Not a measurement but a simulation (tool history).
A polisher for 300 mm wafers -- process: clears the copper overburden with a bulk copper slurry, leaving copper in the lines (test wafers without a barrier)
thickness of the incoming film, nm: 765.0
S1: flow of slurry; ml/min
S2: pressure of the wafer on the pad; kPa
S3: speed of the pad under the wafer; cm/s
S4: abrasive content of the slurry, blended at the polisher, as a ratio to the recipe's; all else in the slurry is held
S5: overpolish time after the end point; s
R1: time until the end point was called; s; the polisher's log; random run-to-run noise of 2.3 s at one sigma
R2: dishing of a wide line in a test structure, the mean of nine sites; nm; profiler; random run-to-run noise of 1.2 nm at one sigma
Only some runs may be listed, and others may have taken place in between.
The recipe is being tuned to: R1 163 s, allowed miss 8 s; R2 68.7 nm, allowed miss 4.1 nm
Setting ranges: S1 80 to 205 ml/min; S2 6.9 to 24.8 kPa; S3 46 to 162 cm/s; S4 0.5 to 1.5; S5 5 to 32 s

run  hour   S1    S2   S3   S4  S5      R1      R2
  1     0  135  15.9  104    1  16  111.38  68.556
  2   1.4  135  19.3  104    1  16  97.723  77.092
  3   2.9  135  19.3  104    1  20  98.868  90.137
  4   5.2  135  17.9  102    1  21  105.45  87.068
  5  13.3  135  17.9  102  1.2  21    99.4  91.875
  6  16.2  135  21.4  102  1.2  21  89.152  95.238
  7  24.8  125  17.2   88  1.2  20  121.07  80.915
  8    26  125  13.1   82  1.2  19  149.75  62.688
  9  31.5  125  13.1   82  1.2  20   150.1  65.642

Below are 5 possible settings for the next run. Only one of them brings all results inside the allowed miss of their targets. Which is it?
  A    37  130  13.1  84   1.5  17   ?   ?
  B    37  115  11.7  80  1.25  23   ?   ?
  C    37  115  13.1  78  1.15  17   ?   ?
  D    37  165  13.8  92   0.9  16   ?   ?
  E    37  160    11  92  1.35  16   ?   ?

move      R1      R2
   A  137.04  64.308
   B  163.35   69.79
   C  161.25  56.999
   D  135.62  62.187
   E  137.29  60.833
A: lands further from the targets than the last run did
B: all results in spec
C: gets the furthest-off result to its target, but another result is out of tolerance
D: lands further from the targets than the last run did
E: lands further from the targets than the last run did
Answer: B
